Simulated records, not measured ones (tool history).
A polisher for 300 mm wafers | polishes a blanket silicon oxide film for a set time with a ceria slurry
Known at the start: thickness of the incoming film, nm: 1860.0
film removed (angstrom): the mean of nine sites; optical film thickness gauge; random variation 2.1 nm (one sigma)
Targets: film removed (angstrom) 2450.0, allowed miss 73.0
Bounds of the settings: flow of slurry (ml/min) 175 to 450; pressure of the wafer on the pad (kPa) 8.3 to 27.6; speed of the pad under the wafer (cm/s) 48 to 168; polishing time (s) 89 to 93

run	hour	flow of slurry (ml/min)	pressure of the wafer on the pad (kPa)	speed of the pad under the wafer (cm/s)	polishing time (s)	film removed (angstrom)
1	0.0	290	17.9	108	89	4052.6
2	1.2	290	20.7	108	89	4673.9
3	6.1	290	17.2	108	89	3858.8
4	13.2	290	17.2	94	89	3352.5
5	14.4	220	17.2	94	89	3340.0
6	17.9	285	17.2	94	89	3382.1
7	22.3	285	15.9	94	89	3092.1
8	29.9	285	14.5	94	89	2870.1
9	35.9	280	11.0	94	89	2208.6
10	43.3	280	11.7	94	89	2298.2

Which of these 4 next moves meets every target?
A	50.7	335	10.3	104	89	?
B	50.7	190	12.4	106	90	?
C	50.7	280	11.7	88	91	?
D	50.7	310	12.4	92	89	?

move	film removed (angstrom)
A	2340.6
B	2726.1
C	2262.2
D	2459.1
A: nearer than the last run, and not there yet
B: takes the result that was furthest off past its target
C: further off than the last run
D: meets every target
Answer: D
